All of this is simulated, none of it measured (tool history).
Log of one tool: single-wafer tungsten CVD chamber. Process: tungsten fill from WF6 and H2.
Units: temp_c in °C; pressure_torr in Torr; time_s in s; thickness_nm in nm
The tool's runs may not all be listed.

run 1 hour=0 | temp_c=370 pressure_torr=48.4 time_s=16.3 | thickness_nm=34.425
run 2 hour=7.4 | temp_c=366 pressure_torr=46.9 time_s=16.3 | thickness_nm=31.067
run 3 hour=8.6 | temp_c=366 pressure_torr=52 time_s=16.3 | thickness_nm=33.044
run 4 hour=16.4 | temp_c=366 pressure_torr=60.2 time_s=16.3 | thickness_nm=35.402
run 5 hour=19.3 | temp_c=363 pressure_torr=56.7 time_s=16.3 | thickness_nm=32.582
run 6 hour=27.4 | temp_c=363 pressure_torr=56.7 time_s=16.3 | thickness_nm=32.445
run 7 hour=33.5 | temp_c=360 pressure_torr=53.4 time_s=16.3 | thickness_nm=29.532
run 8 hour=34.6 | temp_c=358 pressure_torr=50.8 time_s=16.3 | thickness_nm=27.849

Run 9, settings as shown, results not yet in. Your forecast:
run 9 hour=40.3 | temp_c=356 pressure_torr=48.3 time_s=16.3 | thickness_nm=?

thickness_nm: 26.097 nm
